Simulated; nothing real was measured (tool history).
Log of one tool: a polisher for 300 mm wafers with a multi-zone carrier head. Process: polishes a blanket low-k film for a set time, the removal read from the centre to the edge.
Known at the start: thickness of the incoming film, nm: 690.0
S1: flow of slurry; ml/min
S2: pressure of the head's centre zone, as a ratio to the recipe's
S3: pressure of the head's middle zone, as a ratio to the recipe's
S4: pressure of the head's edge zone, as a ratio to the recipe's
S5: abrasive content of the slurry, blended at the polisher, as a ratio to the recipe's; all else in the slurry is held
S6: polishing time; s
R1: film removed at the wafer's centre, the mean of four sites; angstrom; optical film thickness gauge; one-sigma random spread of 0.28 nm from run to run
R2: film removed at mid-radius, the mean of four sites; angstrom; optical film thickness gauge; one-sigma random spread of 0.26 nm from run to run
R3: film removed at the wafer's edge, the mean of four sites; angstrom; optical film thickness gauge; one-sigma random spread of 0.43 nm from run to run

run    day   S1    S2    S3    S4    S5  S6      R1      R2      R3
  1  0.000  160  1.00  1.00  1.00  1.00  49  253.08  261.16  268.65
  2  0.021  160  1.00  1.00  1.00  0.80  49  236.91  246.68  247.21
  3  0.196  170  1.00  1.03  0.99  0.90  49  253.59  259.91  258.60
  4  0.308  170  1.00  1.03  0.99  0.90  38  193.19  203.33  197.33
  5  0.625  170  1.00  0.95  0.99  0.90  38  196.44  194.95  199.09
  6  0.838  170  1.00  0.95  0.92  0.90  38  194.26  192.59  189.45
  7  1.112  180  0.99  0.99  0.91  1.00  41  217.45  220.84  215.88
  8  1.392  185  0.98  1.02  0.89  1.05  44  234.71  250.61  232.17

What will run 9 give?
  9  1.521  190  0.98  1.05  0.90  1.15  45   ?   ?   ?

{"run 9": {"R1": 249.81, "R2": 268.3, "R3": 248.28}}

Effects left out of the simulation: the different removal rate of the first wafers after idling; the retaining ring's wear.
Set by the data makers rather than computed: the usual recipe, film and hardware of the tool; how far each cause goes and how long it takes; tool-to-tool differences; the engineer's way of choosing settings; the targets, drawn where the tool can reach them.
